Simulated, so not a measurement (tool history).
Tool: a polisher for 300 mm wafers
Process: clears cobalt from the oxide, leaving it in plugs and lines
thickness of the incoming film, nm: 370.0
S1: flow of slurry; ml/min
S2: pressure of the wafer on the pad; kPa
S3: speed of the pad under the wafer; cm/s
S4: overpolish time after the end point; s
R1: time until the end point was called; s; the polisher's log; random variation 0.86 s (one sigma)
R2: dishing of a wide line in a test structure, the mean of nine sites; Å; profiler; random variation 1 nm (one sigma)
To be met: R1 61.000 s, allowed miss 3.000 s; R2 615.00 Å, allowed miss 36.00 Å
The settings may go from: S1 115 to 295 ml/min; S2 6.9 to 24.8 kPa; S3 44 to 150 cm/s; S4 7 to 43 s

run    day   S1    S2  S3  S4      R1      R2
  1  0.000  190  15.9  96  22  84.750  523.60
  2  0.292  190  16.5  96  22  78.560  524.60
  3  0.546  190  17.2  96  23  76.236  544.35
  4  0.821  190  15.9  96  23  81.985  536.35
  5  1.179  190  19.3  96  23  68.579  548.26
  6  1.250  190  19.3  78  23  85.129  538.75
  7  1.608  195  23.4  80  25  67.530  569.15
  8  1.950  195  24.1  82  27  65.580  577.33
  9  2.100  195  24.1  82  28  65.342  597.22

Which of these 4 next moves meets every target?
  A  2.250  205  22.1  96  37   ?   ?
  B  2.250  170  24.8  86  17   ?   ?
  C  2.250  235  24.1  80  30   ?   ?
  D  2.250  175  23.4  84  34   ?   ?

move      R1      R2
   A  59.929  614.79
   B  60.645  532.91
   C  64.807  598.36
   D  65.344  606.71
A: meets every target
B: brings the result that was furthest off to its target, and leaves another outside
C: nearer than the last run, and not there yet
D: as far off as the last run
The right move is A.

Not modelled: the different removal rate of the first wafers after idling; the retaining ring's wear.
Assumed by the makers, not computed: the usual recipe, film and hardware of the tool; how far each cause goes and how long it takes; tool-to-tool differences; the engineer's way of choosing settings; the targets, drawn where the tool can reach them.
